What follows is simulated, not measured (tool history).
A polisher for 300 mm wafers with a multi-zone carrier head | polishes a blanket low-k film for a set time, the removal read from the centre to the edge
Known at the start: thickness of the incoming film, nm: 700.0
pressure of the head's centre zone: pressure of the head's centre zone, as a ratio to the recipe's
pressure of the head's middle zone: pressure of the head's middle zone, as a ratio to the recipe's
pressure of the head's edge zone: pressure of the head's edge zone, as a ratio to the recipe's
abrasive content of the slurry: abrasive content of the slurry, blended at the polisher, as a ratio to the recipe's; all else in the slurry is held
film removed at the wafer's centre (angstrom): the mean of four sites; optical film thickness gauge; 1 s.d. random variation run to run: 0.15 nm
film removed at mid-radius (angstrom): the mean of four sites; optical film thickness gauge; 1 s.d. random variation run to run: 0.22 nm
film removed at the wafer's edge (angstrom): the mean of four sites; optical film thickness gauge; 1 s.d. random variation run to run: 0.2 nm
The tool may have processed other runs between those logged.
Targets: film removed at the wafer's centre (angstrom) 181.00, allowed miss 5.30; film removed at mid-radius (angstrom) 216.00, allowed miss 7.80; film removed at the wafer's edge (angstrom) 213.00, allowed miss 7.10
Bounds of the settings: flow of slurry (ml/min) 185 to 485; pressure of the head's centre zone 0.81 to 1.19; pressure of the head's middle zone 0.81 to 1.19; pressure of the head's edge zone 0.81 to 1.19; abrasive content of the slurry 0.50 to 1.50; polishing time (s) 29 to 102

run  hour  flow of slurry (ml/min)  pressure of the head's centre zone  pressure of the head's middle zone  pressure of the head's edge zone  abrasive content of the slurry  polishing time (s)  film removed at the wafer's centre (angstrom)  film removed at mid-radius (angstrom)  film removed at the wafer's edge (angstrom)
  1   0.0                      310                                1.00                                1.00                              1.00                            1.00                  65                                         171.17                                 177.88                                       173.96
  2   3.9                      315                                0.98                                1.02                              1.05                            1.05                  65                                         172.02                                 183.11                                       183.31
  3   5.2                      315                                0.98                                1.02                              1.05                            1.05                  50                                         132.01                                 143.78                                       140.82
  4   6.9                      275                                0.98                                1.02                              1.05                            1.05                  50                                         129.57                                 139.81                                       138.08
  5  12.2                      310                                0.97                                1.05                              1.09                            1.20                  52                                         144.09                                 157.28                                       156.42
  6  19.8                      310                                0.94                                1.05                              1.09                            1.20                  52                                         138.08                                 160.91                                       156.29
  7  27.7                      330                                0.94                                1.06                              1.12                            1.30                  54                                         151.04                                 170.34                                       167.11
  8  31.6                      310                                0.92                                1.07                              1.13                            1.35                  57                                         154.73                                 181.77                                       182.36
  9  39.0                      305                                0.93                                1.09                              1.13                            1.40                  59                                         162.12                                 191.19                                       185.84

Which of these 4 next moves meets every target?
  A  46.4                      350                                0.95                                0.92                              1.17                            1.40                  63                                              ?                                      ?                                            ?
  B  46.4                      275                                0.94                                1.11                              1.19                            1.10                  71                                              ?                                      ?                                            ?
  C  46.4                      280                                0.89                                1.13                              1.16                            1.30                  66                                              ?                                      ?                                            ?
  D  46.4                      310                                0.98                                1.19                              1.14                            1.35                  51                                              ?                                      ?                                            ?

move  film removed at the wafer's centre (angstrom)  film removed at mid-radius (angstrom)  film removed at the wafer's edge (angstrom)
   A                                         181.80                                 179.54                                       209.65
   B                                         182.71                                 210.32                                       215.87
   C                                         170.22                                 209.91                                       209.47
   D                                         148.51                                 172.68                                       163.58
A: meets the target for the result that was furthest off, but another lies outside its allowed miss
B: in spec on every target
C: meets the target for the result that was furthest off, but another lies outside its allowed miss
D: the biggest miss grows against the last run
The right move is B.
